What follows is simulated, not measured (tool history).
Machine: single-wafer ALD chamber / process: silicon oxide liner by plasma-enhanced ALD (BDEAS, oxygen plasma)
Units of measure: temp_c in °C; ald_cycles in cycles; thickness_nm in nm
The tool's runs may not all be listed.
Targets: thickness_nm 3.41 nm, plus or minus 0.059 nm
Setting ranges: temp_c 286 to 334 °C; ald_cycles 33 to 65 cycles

| run | hour | temp_c | ald_cycles | thickness_nm |
|---|---|---|---|---|
| 1 | 0 | 310 | 49 | 4.5678 |
| 2 | 8.4 | 310 | 45 | 4.1876 |
| 3 | 10.8 | 302 | 45 | 4.2325 |
| 4 | 15 | 307 | 45 | 4.2139 |
| 5 | 22.6 | 307 | 44 | 4.1268 |
| 6 | 24 | 307 | 43 | 4.0362 |
| 7 | 29.7 | 307 | 42 | 3.943 |
| 8 | 36 | 307 | 41 | 3.8667 |
| 9 | 43.4 | 307 | 40 | 3.7451 |
| 10 | 51 | 309 | 38 | 3.5384 |
| 11 | 56.6 | 310 | 38 | 3.5675 |
| 12 | 61.4 | 310 | 38 | 3.5481 |
| 13 | 62.8 | 311 | 38 | 3.5373 |
| 14 | 71.4 | 314 | 36 | 3.3422 |
| 15 | 73.5 | 312 | 36 | 3.3501 |

Of the 4 settings listed for the next run, only one would bring every result within its allowed miss of target. Which one?
| A | 75.6 | 333 | 35 | ? |
| B | 75.6 | 327 | 36 | ? |
| C | 75.6 | 318 | 37 | ? |
| D | 75.6 | 307 | 34 | ? |

| move | thickness_nm |
|---|---|
| A | 3.1579 |
| B | 3.2742 |
| C | 3.4055 |
| D | 3.1746 |
A: lands further from the targets than the last run did
B: lands further from the targets than the last run did
C: each result inside its tolerance
D: lands further from the targets than the last run did
So the answer is move C, the one that meets all the targets.

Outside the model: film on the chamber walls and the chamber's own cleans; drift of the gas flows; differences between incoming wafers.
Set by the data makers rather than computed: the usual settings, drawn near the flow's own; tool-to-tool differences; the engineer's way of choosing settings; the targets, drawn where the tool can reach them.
